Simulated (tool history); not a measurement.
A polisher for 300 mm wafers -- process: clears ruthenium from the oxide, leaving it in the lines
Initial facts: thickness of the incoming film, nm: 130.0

run,hour,flow of slurry (ml/min),pressure of the wafer on the pad (psi),speed of the pad under the wafer (cm/s),overpolish time after the end point (s),time until the end point was called (s)
1,0,175,1.3,106,11,142.83
2,5.1,175,1.4,106,11,135.78
3,11.8,210,1.4,106,11,128.61
4,15.2,210,1.2,106,11,147.37
5,18.8,230,1.2,106,11,147.83
6,20.9,230,1,106,11,175.85
7,28.9,230,1.1,108,11,156.32
8,35,230,1.2,110,11,142

The next listed run, before its measurement:
9,36.1,230,1.3,110,11,?

time until the end point was called (s): 134.06
